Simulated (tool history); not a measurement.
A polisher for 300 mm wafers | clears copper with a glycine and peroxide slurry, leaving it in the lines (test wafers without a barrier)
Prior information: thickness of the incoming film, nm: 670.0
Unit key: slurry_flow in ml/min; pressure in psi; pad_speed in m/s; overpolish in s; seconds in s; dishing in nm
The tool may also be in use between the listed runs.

run,hour,slurry_flow,pressure,pad_speed,overpolish,seconds,dishing
1,0,255,2.7,0.98,25,139.61,40.235
2,6.9,255,2.8,0.98,25,135.56,40.782
3,9.4,255,2.9,0.98,25,136.56,43.267
4,14.5,255,3,1,24,126.67,41.755
5,20.9,255,2.4,1,24,150.31,37.58
6,22.8,205,2.4,1,24,153.17,37.202
7,29.3,205,2.4,1,24,151.77,38.995
8,32.2,205,2.5,1.02,24,149.4,38.869
9,41.3,205,2.6,1.04,24,144.11,39.928
10,45,205,2.7,1.06,24,136.53,40.505
11,45.7,205,2.7,1.06,24,137.75,41.711

What does the tool deliver on the next run?
12,49.5,205,3.4,1.12,25,?,?

seconds: 112.85 s
dishing: 42.565 nm
